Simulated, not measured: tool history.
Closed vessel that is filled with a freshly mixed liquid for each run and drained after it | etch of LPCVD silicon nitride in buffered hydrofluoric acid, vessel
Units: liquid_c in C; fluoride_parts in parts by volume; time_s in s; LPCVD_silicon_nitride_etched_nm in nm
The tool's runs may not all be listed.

| run | day | liquid_c | fluoride_parts | time_s | LPCVD_silicon_nitride_etched_nm |
|---|---|---|---|---|---|
| 1 | 0.000 | 23.0 | 15.0 | 685 | 5.7926 |
| 2 | 0.108 | 21.5 | 15.0 | 685 | 5.3564 |
| 3 | 0.421 | 21.5 | 15.0 | 685 | 5.2423 |
| 4 | 0.754 | 21.5 | 13.5 | 685 | 5.8287 |
| 5 | 0.829 | 24.0 | 13.5 | 685 | 6.8328 |
| 6 | 1.179 | 21.5 | 13.5 | 685 | 6.0036 |
| 7 | 1.371 | 24.5 | 12.5 | 685 | 7.5086 |
| 8 | 1.433 | 26.5 | 12.0 | 685 | 8.6659 |

Run 9 comes next. What will it give?
| 9 | 1.550 | 28.0 | 11.5 | 685 | ? |

Run 9 gave LPCVD_silicon_nitride_etched_nm 9.8003 nm.
